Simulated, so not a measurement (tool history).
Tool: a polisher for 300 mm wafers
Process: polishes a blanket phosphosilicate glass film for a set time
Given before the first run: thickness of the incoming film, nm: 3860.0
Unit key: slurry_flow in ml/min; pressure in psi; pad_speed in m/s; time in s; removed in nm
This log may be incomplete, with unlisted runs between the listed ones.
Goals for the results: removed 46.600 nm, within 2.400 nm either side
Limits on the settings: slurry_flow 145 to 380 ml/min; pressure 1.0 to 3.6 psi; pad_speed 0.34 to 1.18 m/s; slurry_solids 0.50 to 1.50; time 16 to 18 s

run,hour,slurry_flow,pressure,pad_speed,slurry_solids,time,removed
1,0.0,245,2.3,0.76,1.00,18,97.068
2,0.5,245,2.3,0.76,0.85,18,83.486
3,6.4,245,2.3,0.76,0.85,18,86.946
4,7.5,245,2.3,0.76,0.95,18,94.617
5,10.3,245,1.9,0.72,0.95,18,75.088
6,16.5,245,1.6,0.70,0.95,18,60.470
7,20.6,245,1.5,0.70,0.95,18,57.674
8,23.7,245,1.4,0.70,0.95,18,52.704
9,24.4,245,1.3,0.70,0.95,18,49.070

5 next moves are on the table. One of them brings every result within its allowed miss. Which?
A,25.1,325,1.6,0.58,1.10,16,?
B,25.1,255,1.5,0.72,0.95,16,?
C,25.1,195,1.7,0.56,0.95,16,?
D,25.1,260,1.4,0.74,0.90,18,?
E,25.1,195,1.3,0.74,1.15,18,?

move,removed
A,53.059
B,53.658
C,47.736
D,56.172
E,57.270
A: moves away from the targets compared with the last run
B: moves away from the targets compared with the last run
C: meets every target
D: moves away from the targets compared with the last run
E: moves away from the targets compared with the last run
Go with C: it meets all targets.
